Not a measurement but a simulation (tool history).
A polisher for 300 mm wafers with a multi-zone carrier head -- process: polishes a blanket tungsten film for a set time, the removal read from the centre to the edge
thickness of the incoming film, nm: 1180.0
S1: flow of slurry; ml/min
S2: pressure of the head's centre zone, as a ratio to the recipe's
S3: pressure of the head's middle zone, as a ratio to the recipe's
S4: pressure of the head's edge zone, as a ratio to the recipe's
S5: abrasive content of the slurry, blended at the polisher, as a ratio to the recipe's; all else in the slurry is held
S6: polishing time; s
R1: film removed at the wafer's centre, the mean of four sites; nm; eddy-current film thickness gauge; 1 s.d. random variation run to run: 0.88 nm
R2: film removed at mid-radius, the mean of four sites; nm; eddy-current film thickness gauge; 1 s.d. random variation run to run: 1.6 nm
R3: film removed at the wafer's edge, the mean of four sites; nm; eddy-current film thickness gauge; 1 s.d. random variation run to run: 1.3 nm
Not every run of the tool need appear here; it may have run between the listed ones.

run	day	S1	S2	S3	S4	S5	S6	R1	R2	R3
1	0	175	1	1	1	1	42	159.64	159.68	163.19
2	0.079	175	1.05	1	1	1	42	168.37	159.31	161.81
3	0.304	175	1.05	1.07	1	1	42	167.54	168.85	165.43
4	0.354	175	1.09	1.07	1	1	42	173.13	168.62	160.09
5	0.462	140	1.09	1.07	1	1	42	166.71	162.13	156.44
6	0.817	135	1.05	1.05	0.98	0.9	41	148.65	148.73	148.25

The next listed run, before its measurement:
7	1.088	155	0.96	1.03	0.88	0.65	36	?	?	?

Run 7 gave R1 119.55 nm, R2 131.99 nm, R3 117.64 nm.

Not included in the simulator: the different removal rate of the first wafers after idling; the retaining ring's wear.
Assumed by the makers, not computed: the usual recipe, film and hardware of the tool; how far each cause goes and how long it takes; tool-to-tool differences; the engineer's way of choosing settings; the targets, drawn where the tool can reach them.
